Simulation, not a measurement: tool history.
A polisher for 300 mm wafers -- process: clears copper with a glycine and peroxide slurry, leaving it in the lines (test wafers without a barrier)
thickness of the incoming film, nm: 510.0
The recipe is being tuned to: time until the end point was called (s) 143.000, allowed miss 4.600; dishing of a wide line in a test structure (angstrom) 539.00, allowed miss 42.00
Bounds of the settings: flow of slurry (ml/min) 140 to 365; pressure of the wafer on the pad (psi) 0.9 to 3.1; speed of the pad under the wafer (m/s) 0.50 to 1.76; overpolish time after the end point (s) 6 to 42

run,day,flow of slurry (ml/min),pressure of the wafer on the pad (psi),speed of the pad under the wafer (m/s),overpolish time after the end point (s),time until the end point was called (s),dishing of a wide line in a test structure (angstrom)
1,0.000,235,2.0,1.12,21,90.636,676.91
2,0.071,235,1.7,1.10,22,105.900,647.86
3,0.200,235,1.7,0.88,22,122.590,553.98
4,0.242,235,1.6,0.88,23,130.960,549.62
5,0.575,260,1.6,0.88,23,125.790,570.11
6,0.850,240,1.6,0.88,23,129.060,561.11
7,1.096,225,1.6,0.88,23,130.160,578.59
8,1.288,210,1.3,0.88,23,150.320,484.89
9,1.375,215,1.3,0.88,23,150.260,482.06

Exercise: of the 5 proposed moves below, exactly one satisfies all targets within the stated allowed misses. Which move is it?
A,1.462,210,1.5,0.92,27,?,?
B,1.462,215,1.5,0.90,28,?,?
C,1.462,245,1.5,0.80,31,?,?
D,1.462,285,1.6,0.74,25,?,?
E,1.462,235,1.3,0.82,34,?,?

move,time until the end point was called (s),dishing of a wide line in a test structure (angstrom)
A,132.380,641.93
B,134.170,654.50
C,143.910,675.83
D,143.570,572.67
E,156.040,676.06
A: pushes the last run's worst result past its target
B: pushes the last run's worst result past its target
C: the worst result of the last run now meets its target, but another is out of spec
D: each result inside its tolerance
E: its largest miss is bigger than the last run's
Go with D: it meets all targets.
